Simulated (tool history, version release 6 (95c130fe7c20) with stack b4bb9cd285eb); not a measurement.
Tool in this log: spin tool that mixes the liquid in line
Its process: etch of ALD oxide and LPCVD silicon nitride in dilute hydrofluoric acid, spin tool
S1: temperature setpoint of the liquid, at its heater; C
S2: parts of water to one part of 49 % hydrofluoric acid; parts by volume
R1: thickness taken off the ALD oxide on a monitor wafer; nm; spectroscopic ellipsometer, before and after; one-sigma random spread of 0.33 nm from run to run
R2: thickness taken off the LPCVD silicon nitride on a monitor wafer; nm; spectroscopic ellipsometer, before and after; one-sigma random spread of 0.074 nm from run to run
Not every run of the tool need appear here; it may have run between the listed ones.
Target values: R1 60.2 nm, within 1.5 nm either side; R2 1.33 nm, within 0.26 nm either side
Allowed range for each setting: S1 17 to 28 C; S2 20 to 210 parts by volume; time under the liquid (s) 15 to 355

Run 1, hour 0: S1 20 C, S2 115 parts by volume, time under the liquid (s) 180. Result: R1 25.69 nm, R2 0.66487 nm.
Run 2, hour 0.6: S1 20 C, S2 115 parts by volume, time under the liquid (s) 240. Result: R1 34.258 nm, R2 0.72302 nm.
Run 3, hour 6.5: S1 21 C, S2 110 parts by volume, time under the liquid (s) 240. Result: R1 37.486 nm, R2 0.95878 nm.
Run 4, hour 11.8: S1 20.5 C, S2 100 parts by volume, time under the liquid (s) 240. Result: R1 40.727 nm, R2 0.93892 nm.
Run 5, hour 19.3: S1 20.5 C, S2 95 parts by volume, time under the liquid (s) 240. Result: R1 43.38 nm, R2 1.0404 nm.
Run 6, hour 21.9: S1 20.5 C, S2 90 parts by volume, time under the liquid (s) 245. Result: R1 46.95 nm, R2 1.1564 nm.
Run 7, hour 22.9: S1 20.5 C, S2 85 parts by volume, time under the liquid (s) 250. Result: R1 50.843 nm, R2 1.1272 nm.
Run 8, hour 26.8: S1 21 C, S2 80 parts by volume, time under the liquid (s) 250. Result: R1 55.294 nm, R2 1.3098 nm.
Run 9, hour 27.5: S1 21.5 C, S2 70 parts by volume, time under the liquid (s) 250. Result: R1 65.29 nm, R2 1.5123 nm.

Of the 5 settings listed for the next run, only one would bring every result within its allowed miss of target. Which one?
Run A, hour 28.2: S1 21 C, S2 60 parts by volume, time under the liquid (s) 200. Result: R1 ?, R2 ?.
Run B, hour 28.2: S1 28 C, S2 45 parts by volume, time under the liquid (s) 135. Result: R1 ?, R2 ?.
Run C, hour 28.2: S1 23 C, S2 80 parts by volume, time under the liquid (s) 235. Result: R1 ?, R2 ?.
Run D, hour 28.2: S1 19.5 C, S2 65 parts by volume, time under the liquid (s) 280. Result: R1 ?, R2 ?.
Run E, hour 28.2: S1 24 C, S2 95 parts by volume, time under the liquid (s) 310. Result: R1 ?, R2 ?.

move      R1      R2
   A  60.536  1.3779
   B  74.027  1.9727
   C  56.525   1.399
   D  73.017  1.6088
   E  64.163  1.6654
A: all results in spec
B: further off than the last run
C: takes the biggest miss from the last run beyond its target
D: further off than the last run
E: moves toward the targets from the last run without getting all of them in spec
Go with A: it meets all targets.

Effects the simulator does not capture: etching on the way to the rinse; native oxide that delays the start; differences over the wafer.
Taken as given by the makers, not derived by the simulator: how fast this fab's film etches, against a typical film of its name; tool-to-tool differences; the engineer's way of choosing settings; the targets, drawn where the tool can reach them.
